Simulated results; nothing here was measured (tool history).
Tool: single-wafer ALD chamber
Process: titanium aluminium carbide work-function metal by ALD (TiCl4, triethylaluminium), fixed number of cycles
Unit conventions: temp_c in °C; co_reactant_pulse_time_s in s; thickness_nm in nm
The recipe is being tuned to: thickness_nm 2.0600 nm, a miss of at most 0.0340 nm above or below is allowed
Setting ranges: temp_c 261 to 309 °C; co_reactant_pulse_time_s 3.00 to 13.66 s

run,hour,temp_c,co_reactant_pulse_time_s,thickness_nm
1,0.0,285,8.33,1.8878
2,5.5,287,8.42,1.9035
3,8.5,287,6.77,1.8311
4,10.3,287,8.42,1.9034
5,14.2,287,10.41,1.9553
6,21.4,280,10.41,1.8999
7,27.4,281,10.51,1.9105
8,30.2,282,10.60,1.9231
9,34.0,283,10.68,1.9267
10,35.2,284,10.78,1.9303
11,43.1,285,10.92,1.9471
12,45.8,285,10.92,1.9455
13,53.2,286,11.03,1.9601

Exactly one of the 4 candidate moves below puts every result within its allowed miss. Which one?
A,60.6,302,13.21,?
B,60.6,277,8.13,?
C,60.6,294,13.66,?
D,60.6,275,8.47,?

move,thickness_nm
A,2.1167
B,1.8138
C,2.0522
D,1.8096
A: the result that was furthest off in the last run now lies on the other side of its target
B: lands further from the targets than the last run did
C: all results in spec
D: lands further from the targets than the last run did
Answer: C

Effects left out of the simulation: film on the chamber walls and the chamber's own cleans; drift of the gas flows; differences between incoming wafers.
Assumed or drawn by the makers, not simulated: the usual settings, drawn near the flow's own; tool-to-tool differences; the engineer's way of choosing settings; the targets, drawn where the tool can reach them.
